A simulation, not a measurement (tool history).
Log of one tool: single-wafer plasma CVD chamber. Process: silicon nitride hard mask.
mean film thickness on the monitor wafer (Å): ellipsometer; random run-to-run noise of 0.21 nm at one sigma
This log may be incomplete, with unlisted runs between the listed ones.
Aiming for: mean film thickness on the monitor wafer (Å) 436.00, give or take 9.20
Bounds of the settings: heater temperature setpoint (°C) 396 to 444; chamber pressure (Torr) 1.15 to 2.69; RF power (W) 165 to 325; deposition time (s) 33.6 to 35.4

run	hour	heater temperature setpoint (°C)	chamber pressure (Torr)	RF power (W)	deposition time (s)	mean film thickness on the monitor wafer (Å)
1	0.0	420	1.92	245	35.4	361.46
2	3.5	420	1.92	245	35.4	360.49
3	7.3	420	2.00	250	35.4	371.49
4	15.4	420	2.08	255	35.4	380.42
5	22.8	420	2.14	260	35.4	393.81
6	29.4	420	2.34	260	35.4	402.82
7	31.3	420	2.38	260	35.4	405.63
8	36.2	420	2.41	260	35.4	408.89
9	43.5	420	2.41	260	35.4	402.53
10	47.9	420	2.43	265	35.4	415.95
11	49.6	420	2.43	265	35.4	416.91
12	56.5	420	2.43	265	35.4	413.61
13	62.1	420	2.46	265	35.4	415.91
14	68.4	420	2.48	265	35.4	416.00
15	71.0	420	2.50	265	35.4	420.21
16	75.5	420	2.52	265	35.4	419.48
17	83.6	420	2.54	265	35.4	421.00
18	91.7	420	2.56	265	35.4	422.45
19	98.5	420	2.57	265	35.4	422.85
20	104.7	420	2.58	265	35.4	420.58
21	107.6	420	2.59	265	35.4	420.23
22	108.5	420	2.60	265	35.4	422.90

Which one of the following 5 next-run settings gets every result inside its allowed miss? There is exactly one.
A	109.4	424	1.98	315	33.9	?
B	109.4	417	2.63	260	35.2	?
C	109.4	417	2.64	270	34.8	?
D	109.4	436	2.69	275	34.0	?
E	109.4	421	2.65	275	33.6	?

move	mean film thickness on the monitor wafer (Å)
A	433.58
B	409.80
C	419.90
D	415.67
E	411.90
A: all results land within tolerance of their targets
B: its largest miss is bigger than the last run's
C: its largest miss is bigger than the last run's
D: its largest miss is bigger than the last run's
E: its largest miss is bigger than the last run's
So the answer is move A, the one that meets all the targets.
